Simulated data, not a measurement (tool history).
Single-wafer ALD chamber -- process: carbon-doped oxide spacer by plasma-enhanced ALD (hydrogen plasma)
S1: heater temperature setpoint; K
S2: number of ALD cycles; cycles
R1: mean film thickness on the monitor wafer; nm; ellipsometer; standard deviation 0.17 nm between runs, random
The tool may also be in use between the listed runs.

| run | hour | S1 | S2 | R1 |
|---|---|---|---|---|
| 1 | 0.0 | 673.15 | 557 | 29.343 |
| 2 | 4.8 | 672.15 | 584 | 30.613 |
| 3 | 12.5 | 672.15 | 504 | 26.231 |
| 4 | 21.4 | 663.15 | 504 | 26.277 |
| 5 | 28.7 | 663.15 | 446 | 23.210 |
| 6 | 29.8 | 663.15 | 515 | 26.770 |

Run 7, settings as shown, results not yet in. Your forecast:
| 7 | 33.3 | 663.15 | 551 | ? |

Run 7 produced R1 28.705 nm.
